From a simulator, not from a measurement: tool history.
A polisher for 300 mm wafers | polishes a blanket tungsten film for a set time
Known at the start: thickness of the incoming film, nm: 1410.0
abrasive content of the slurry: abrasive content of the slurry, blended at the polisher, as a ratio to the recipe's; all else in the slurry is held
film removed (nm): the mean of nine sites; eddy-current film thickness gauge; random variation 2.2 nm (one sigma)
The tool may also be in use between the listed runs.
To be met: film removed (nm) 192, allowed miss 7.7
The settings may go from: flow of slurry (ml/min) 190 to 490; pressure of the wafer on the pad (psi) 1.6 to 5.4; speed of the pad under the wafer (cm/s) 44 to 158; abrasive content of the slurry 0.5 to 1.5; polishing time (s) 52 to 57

run    day  flow of slurry (ml/min)  pressure of the wafer on the pad (psi)  speed of the pad under the wafer (cm/s)  abrasive content of the slurry  polishing time (s)  film removed (nm)
  1      0                      315                                     3.5                                      100                               1                  57             258.41
  2   0.35                      315                                     3.3                                      100                               1                  57             243.98
  3  0.392                      315                                     3.2                                      100                               1                  57             236.62
  4  0.417                      315                                     3.2                                      100                               1                  57             242.99
  5   0.65                      315                                     3.2                                      124                               1                  57             284.14
  6  0.771                      315                                     2.5                                      124                               1                  57              232.9
  7  0.908                      315                                     2.4                                      124                               1                  57              230.1
  8   1.25                      315                                     2.3                                      124                               1                  57             221.71

Which of these 4 next moves meets every target?
  A  1.592                      270                                       2                                      118                               1                  52                  ?
  B  1.592                      330                                     1.9                                      114                            0.95                  53                  ?
  C  1.592                      265                                     2.5                                      108                            1.05                  52                  ?
  D  1.592                      330                                     2.1                                      120                            1.25                  57                  ?

move  film removed (nm)
   A             174.03
   B             167.27
   C             190.39
   D             211.91
A: takes the result that was furthest off past its target
B: takes the result that was furthest off past its target
C: meets every target
D: nearer than the last run, and not there yet
The right move is C.

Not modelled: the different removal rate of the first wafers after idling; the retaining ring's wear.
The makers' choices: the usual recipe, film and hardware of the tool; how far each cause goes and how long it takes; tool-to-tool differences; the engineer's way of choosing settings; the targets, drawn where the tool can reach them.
